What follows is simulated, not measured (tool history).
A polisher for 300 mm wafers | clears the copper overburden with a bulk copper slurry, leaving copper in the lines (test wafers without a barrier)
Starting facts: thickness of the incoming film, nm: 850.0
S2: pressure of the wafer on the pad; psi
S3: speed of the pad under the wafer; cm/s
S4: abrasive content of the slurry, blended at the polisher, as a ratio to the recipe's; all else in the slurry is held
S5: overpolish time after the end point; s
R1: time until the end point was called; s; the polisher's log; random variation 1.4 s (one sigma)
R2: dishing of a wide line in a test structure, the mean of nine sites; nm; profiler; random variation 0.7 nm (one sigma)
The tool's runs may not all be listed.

run 1 hour=0 | flow_of_slurry_(ml/min)=150 S2=3.2 S3=108 S4=1 S5=27 | R1=80.156 R2=70.758
run 2 hour=2.7 | flow_of_slurry_(ml/min)=150 S2=2.9 S3=108 S4=1 S5=27 | R1=85.506 R2=68.983
run 3 hour=9.2 | flow_of_slurry_(ml/min)=165 S2=2.9 S3=108 S4=1 S5=27 | R1=84.888 R2=69.226
run 4 hour=11.7 | flow_of_slurry_(ml/min)=160 S2=2.7 S3=106 S4=1 S5=30 | R1=92.49 R2=68.233
run 5 hour=15.8 | flow_of_slurry_(ml/min)=160 S2=2 S3=106 S4=1 S5=30 | R1=119.24 R2=62.008
run 6 hour=20.9 | flow_of_slurry_(ml/min)=160 S2=2 S3=106 S4=1 S5=25 | R1=120.54 R2=60.275
run 7 hour=25.7 | flow_of_slurry_(ml/min)=160 S2=1.9 S3=104 S4=1 S5=29 | R1=128.94 R2=60.428
run 8 hour=31.6 | flow_of_slurry_(ml/min)=160 S2=1.9 S3=104 S4=1 S5=29 | R1=129.57 R2=61.273
run 9 hour=37 | flow_of_slurry_(ml/min)=155 S2=1.9 S3=104 S4=1 S5=32 | R1=129.49 R2=62.661
run 10 hour=44.7 | flow_of_slurry_(ml/min)=150 S2=1.9 S3=104 S4=1 S5=34 | R1=130.45 R2=63.732
run 11 hour=50.4 | flow_of_slurry_(ml/min)=150 S2=1.9 S3=104 S4=1 S5=34 | R1=130.19 R2=64.37
run 12 hour=57.9 | flow_of_slurry_(ml/min)=145 S2=1.9 S3=104 S4=1 S5=35 | R1=132.34 R2=63.196
run 13 hour=63.6 | flow_of_slurry_(ml/min)=140 S2=1.9 S3=104 S4=1 S5=37 | R1=131.4 R2=63.808

Run 14 has not been measured yet. What should we expect?
run 14 hour=69.3 | flow_of_slurry_(ml/min)=135 S2=1.4 S3=102 S4=1 S5=50 | R1=? R2=?

{"run 14": {"R1": 172.96, "R2": 62.164}}
